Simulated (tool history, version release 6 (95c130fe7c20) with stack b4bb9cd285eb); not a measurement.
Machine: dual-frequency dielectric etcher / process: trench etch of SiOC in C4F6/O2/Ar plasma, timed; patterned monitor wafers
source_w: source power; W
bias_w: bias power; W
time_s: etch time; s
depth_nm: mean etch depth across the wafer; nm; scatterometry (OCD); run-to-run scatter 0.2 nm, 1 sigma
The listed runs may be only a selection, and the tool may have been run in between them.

run  hour  source_w  bias_w  time_s  depth_nm
  1   0.0       330     215    28.5    59.318
  2   3.1       310     207    28.5    56.558
  3   9.2       310     223    28.5    59.085
  4  14.2       290     215    28.5    55.911
  5  22.9       290     215    29.5    58.337
  6  25.1       340     215    29.5    62.043
  7  31.9       320     205    29.5    58.871

Run 8 comes next. What will it give?
  8  38.6       300     200    29.5         ?

Run 8 came out at depth_nm 56.603 nm.

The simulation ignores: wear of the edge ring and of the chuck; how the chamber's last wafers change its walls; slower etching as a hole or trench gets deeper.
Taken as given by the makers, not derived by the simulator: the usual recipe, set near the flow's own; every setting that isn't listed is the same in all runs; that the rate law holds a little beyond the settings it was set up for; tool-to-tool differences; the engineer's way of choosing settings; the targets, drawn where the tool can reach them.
